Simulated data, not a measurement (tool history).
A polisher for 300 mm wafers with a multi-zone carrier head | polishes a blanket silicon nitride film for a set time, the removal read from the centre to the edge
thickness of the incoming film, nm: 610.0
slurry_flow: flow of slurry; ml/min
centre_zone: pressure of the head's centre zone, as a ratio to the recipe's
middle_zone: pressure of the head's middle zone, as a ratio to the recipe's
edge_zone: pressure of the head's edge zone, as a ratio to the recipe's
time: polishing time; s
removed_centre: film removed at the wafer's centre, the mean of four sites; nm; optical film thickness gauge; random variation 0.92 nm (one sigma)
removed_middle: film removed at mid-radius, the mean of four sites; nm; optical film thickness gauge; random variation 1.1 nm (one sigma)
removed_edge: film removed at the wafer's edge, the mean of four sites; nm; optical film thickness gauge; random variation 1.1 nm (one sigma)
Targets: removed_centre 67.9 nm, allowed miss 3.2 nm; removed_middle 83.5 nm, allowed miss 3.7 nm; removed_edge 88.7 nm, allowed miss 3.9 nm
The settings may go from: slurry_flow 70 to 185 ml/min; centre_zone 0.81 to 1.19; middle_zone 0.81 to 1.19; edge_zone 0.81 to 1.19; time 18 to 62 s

{"run": 1, "hour": 0.0, "slurry_flow": 120, "centre_zone": 1, "middle_zone": 1, "edge_zone": 1, "time": 40, "removed_centre": 76.8, "removed_middle": 83.829, "removed_edge": 83.826}
{"run": 2, "hour": 6.9, "slurry_flow": 120, "centre_zone": 1, "middle_zone": 1, "edge_zone": 1, "time": 34, "removed_centre": 64.105, "removed_middle": 70.523, "removed_edge": 70.832}
{"run": 3, "hour": 14.0, "slurry_flow": 125, "centre_zone": 0.98, "middle_zone": 1, "edge_zone": 1.03, "time": 35, "removed_centre": 65.287, "removed_middle": 73.694, "removed_edge": 75.688}
{"run": 4, "hour": 18.2, "slurry_flow": 130, "centre_zone": 0.97, "middle_zone": 1, "edge_zone": 1.05, "time": 35, "removed_centre": 64.832, "removed_middle": 75.781, "removed_edge": 76.555}
{"run": 5, "hour": 23.0, "slurry_flow": 130, "centre_zone": 0.97, "middle_zone": 1, "edge_zone": 1.05, "time": 28, "removed_centre": 52.789, "removed_middle": 59.773, "removed_edge": 60.439}
{"run": 6, "hour": 26.4, "slurry_flow": 130, "centre_zone": 0.96, "middle_zone": 1, "edge_zone": 1.07, "time": 30, "removed_centre": 55.245, "removed_middle": 65.543, "removed_edge": 67.201}
{"run": 7, "hour": 31.7, "slurry_flow": 130, "centre_zone": 0.96, "middle_zone": 1, "edge_zone": 1.09, "time": 31, "removed_centre": 56.92, "removed_middle": 67.698, "removed_edge": 69.115}
{"run": 8, "hour": 35.7, "slurry_flow": 135, "centre_zone": 0.96, "middle_zone": 0.99, "edge_zone": 1.1, "time": 32, "removed_centre": 60.362, "removed_middle": 68.299, "removed_edge": 72.173}
{"run": 9, "hour": 36.5, "slurry_flow": 140, "centre_zone": 0.95, "middle_zone": 1, "edge_zone": 1.11, "time": 33, "removed_centre": 62.313, "removed_middle": 74.795, "removed_edge": 75.317}
{"run": 10, "hour": 37.2, "slurry_flow": 140, "centre_zone": 0.94, "middle_zone": 0.99, "edge_zone": 1.12, "time": 34, "removed_centre": 63.223, "removed_middle": 75.416, "removed_edge": 79.909}
{"run": 11, "hour": 43.4, "slurry_flow": 145, "centre_zone": 0.94, "middle_zone": 0.99, "edge_zone": 1.13, "time": 34, "removed_centre": 64.327, "removed_middle": 72.252, "removed_edge": 77.582}
{"hour": 48.4, "done": "centre zone pressure recalibrated"}
{"run": 12, "hour": 48.4, "slurry_flow": 145, "centre_zone": 0.94, "middle_zone": 0.99, "edge_zone": 1.14, "time": 35, "removed_centre": 71.859, "removed_middle": 76.277, "removed_edge": 83.214}
{"run": 13, "hour": 53.5, "slurry_flow": 145, "centre_zone": 0.93, "middle_zone": 1, "edge_zone": 1.15, "time": 35, "removed_centre": 70.884, "removed_middle": 76.672, "removed_edge": 80.095}
{"run": 14, "hour": 56.7, "slurry_flow": 115, "centre_zone": 0.83, "middle_zone": 0.97, "edge_zone": 1.19, "time": 43, "removed_centre": 74.422, "removed_middle": 87.384, "removed_edge": 98.163}
{"run": 15, "hour": 58.7, "slurry_flow": 110, "centre_zone": 0.83, "middle_zone": 0.97, "edge_zone": 1.18, "time": 43, "removed_centre": 74.187, "removed_middle": 85.744, "removed_edge": 97.588}
{"run": 16, "hour": 65.7, "slurry_flow": 110, "centre_zone": 0.83, "middle_zone": 0.98, "edge_zone": 1.17, "time": 43, "removed_centre": 72.299, "removed_middle": 87.31, "removed_edge": 96.963}

5 next moves are on the table. One of them brings every result within its allowed miss. Which?
{"run": "A", "hour": 72.7, "slurry_flow": 110, "centre_zone": 0.81, "middle_zone": 0.84, "edge_zone": 1.19, "time": 48, "removed_centre": "?", "removed_middle": "?", "removed_edge": "?"}
{"run": "B", "hour": 72.7, "slurry_flow": 110, "centre_zone": 0.89, "middle_zone": 0.94, "edge_zone": 1.19, "time": 43, "removed_centre": "?", "removed_middle": "?", "removed_edge": "?"}
{"run": "C", "hour": 72.7, "slurry_flow": 90, "centre_zone": 0.85, "middle_zone": 1.02, "edge_zone": 1.09, "time": 43, "removed_centre": "?", "removed_middle": "?", "removed_edge": "?"}
{"run": "D", "hour": 72.7, "slurry_flow": 125, "centre_zone": 0.83, "middle_zone": 0.92, "edge_zone": 1.1, "time": 44, "removed_centre": "?", "removed_middle": "?", "removed_edge": "?"}
{"run": "E", "hour": 72.7, "slurry_flow": 130, "centre_zone": 0.84, "middle_zone": 0.87, "edge_zone": 1.19, "time": 49, "removed_centre": "?", "removed_middle": "?", "removed_edge": "?"}

move=A removed_centre=79.358 removed_middle=87.149 removed_edge=108.22
move=B removed_centre=78.234 removed_middle=85.654 removed_edge=96.813
move=C removed_centre=69.351 removed_middle=86.026 removed_edge=88.503
move=D removed_centre=77.553 removed_middle=89.109 removed_edge=97.43
move=E removed_centre=88.332 removed_middle=95.628 removed_edge=113.82
A: further off than the last run
B: further off than the last run
C: meets every target
D: further off than the last run
E: further off than the last run
Move C is the one to make.
